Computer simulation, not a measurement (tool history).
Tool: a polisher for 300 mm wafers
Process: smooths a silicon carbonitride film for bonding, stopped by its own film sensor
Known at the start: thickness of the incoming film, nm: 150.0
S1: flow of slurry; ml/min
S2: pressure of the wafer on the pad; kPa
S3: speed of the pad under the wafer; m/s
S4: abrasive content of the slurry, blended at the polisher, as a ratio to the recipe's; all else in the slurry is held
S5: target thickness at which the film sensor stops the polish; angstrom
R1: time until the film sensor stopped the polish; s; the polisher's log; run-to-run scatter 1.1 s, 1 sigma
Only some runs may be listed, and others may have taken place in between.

| run | hour | S1 | S2 | S3 | S4 | S5 | R1 |
|---|---|---|---|---|---|---|---|
| 1 | 0 | 310 | 11.7 | 1.06 | 1 | 1250 | 104.01 |
| 2 | 8.5 | 310 | 11.7 | 1.06 | 1 | 1250 | 103.79 |
| 3 | 10.3 | 310 | 11.7 | 1.06 | 0.85 | 1250 | 111.19 |
| 4 | 11.5 | 310 | 11.7 | 0.8 | 0.85 | 1250 | 142.27 |
| 5 | 13.1 | 310 | 12.4 | 0.82 | 0.85 | 1250 | 130.77 |
| 6 | 16.8 | 310 | 13.1 | 0.84 | 0.85 | 1250 | 121.27 |
| 7 | 23.7 | 310 | 13.8 | 0.86 | 0.85 | 1250 | 110.53 |
| 8 | 24.4 | 310 | 17.2 | 0.94 | 0.85 | 1250 | 83.682 |
| 9 | 28.3 | 310 | 17.2 | 0.96 | 0.85 | 1250 | 82.68 |
| 10 | 36 | 310 | 17.2 | 0.98 | 0.85 | 1250 | 80.457 |

Run 11 comes next. What will it give?
| 11 | 38.6 | 310 | 17.2 | 1 | 0.85 | 1250 | ? |

Run 11 produced R1 79.468 s.

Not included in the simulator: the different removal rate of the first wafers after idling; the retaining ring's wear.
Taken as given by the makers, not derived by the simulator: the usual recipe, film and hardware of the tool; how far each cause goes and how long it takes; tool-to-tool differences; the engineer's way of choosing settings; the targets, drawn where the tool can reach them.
